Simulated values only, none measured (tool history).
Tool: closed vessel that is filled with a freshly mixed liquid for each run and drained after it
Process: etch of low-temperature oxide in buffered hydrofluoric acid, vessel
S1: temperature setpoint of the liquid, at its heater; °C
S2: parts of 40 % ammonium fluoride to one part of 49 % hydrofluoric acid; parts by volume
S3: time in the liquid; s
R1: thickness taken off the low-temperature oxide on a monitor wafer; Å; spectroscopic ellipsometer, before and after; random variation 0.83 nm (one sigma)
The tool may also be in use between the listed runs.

Run 1, hour 0: S1 21 °C, S2 13.5 parts by volume, S3 35 s. Result: R1 1021.4 Å.
Run 2, hour 7: S1 18 °C, S2 13.5 parts by volume, S3 35 s. Result: R1 868.25 Å.
Run 3, hour 14.4: S1 19.5 °C, S2 13.5 parts by volume, S3 35 s. Result: R1 936.84 Å.
Run 4, hour 20.8: S1 17 °C, S2 13.5 parts by volume, S3 35 s. Result: R1 802.38 Å.
Run 5, hour 23.3: S1 17 °C, S2 13.5 parts by volume, S3 35 s. Result: R1 807.16 Å.
Run 6, hour 27.5: S1 17 °C, S2 13.5 parts by volume, S3 30 s. Result: R1 695.63 Å.
Run 7, hour 36.6: S1 19 °C, S2 13.5 parts by volume, S3 30 s. Result: R1 781.14 Å.
Run 8, hour 39.7: S1 21 °C, S2 13.5 parts by volume, S3 30 s. Result: R1 868.24 Å.
Run 9, hour 46.3: S1 22.5 °C, S2 13.5 parts by volume, S3 30 s. Result: R1 957.2 Å.
Run 10, hour 53.6: S1 26.5 °C, S2 13.5 parts by volume, S3 30 s. Result: R1 1178.6 Å.
Run 11, hour 54.7: S1 27 °C, S2 13.5 parts by volume, S3 30 s. Result: R1 1216.4 Å.
Run 12, hour 60.5: S1 27.5 °C, S2 13.5 parts by volume, S3 30 s. Result: R1 1244.5 Å.

Run 13 comes next. What will it give?
Run 13, hour 62.3: S1 27.5 °C, S2 13.5 parts by volume, S3 30 s. Result: R1 ?.

{"run 13": {"R1": 1258}}
